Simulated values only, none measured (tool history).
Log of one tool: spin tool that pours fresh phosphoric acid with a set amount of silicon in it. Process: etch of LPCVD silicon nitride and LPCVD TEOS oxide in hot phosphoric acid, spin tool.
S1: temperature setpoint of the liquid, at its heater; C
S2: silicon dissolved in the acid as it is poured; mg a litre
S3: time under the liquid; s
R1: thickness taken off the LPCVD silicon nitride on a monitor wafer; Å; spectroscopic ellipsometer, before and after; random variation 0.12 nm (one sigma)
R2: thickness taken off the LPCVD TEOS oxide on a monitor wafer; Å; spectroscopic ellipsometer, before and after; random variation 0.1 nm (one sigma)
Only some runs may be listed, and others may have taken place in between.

run  hour     S1    S2   S3      R1      R2
  1     0    163    28  180  177.49   3.039
  2   4.3    163    28  105  103.23  2.1597
  3   8.3    163  38.5  105   104.2  1.2008
  4  13.8    164    33  135  138.49  2.5858
  5    18    164    33   75  76.763  1.2317
  6  24.4    164  29.5  115  116.45  2.7861
  7  32.9  164.5    30  140  145.11  3.3111
  8  38.2    165  30.5  155  164.06  3.2726
  9  43.6  165.5    28  170  181.34  3.6372
 10    51    166  24.5  185  203.05  5.0035
 11  58.4  166.5  22.5  195  217.62  6.7057

For run 12, what comes out?
 12  60.5  167  22  205   ?   ?

R1: 230.77 Å
R2: 5.9821 Å

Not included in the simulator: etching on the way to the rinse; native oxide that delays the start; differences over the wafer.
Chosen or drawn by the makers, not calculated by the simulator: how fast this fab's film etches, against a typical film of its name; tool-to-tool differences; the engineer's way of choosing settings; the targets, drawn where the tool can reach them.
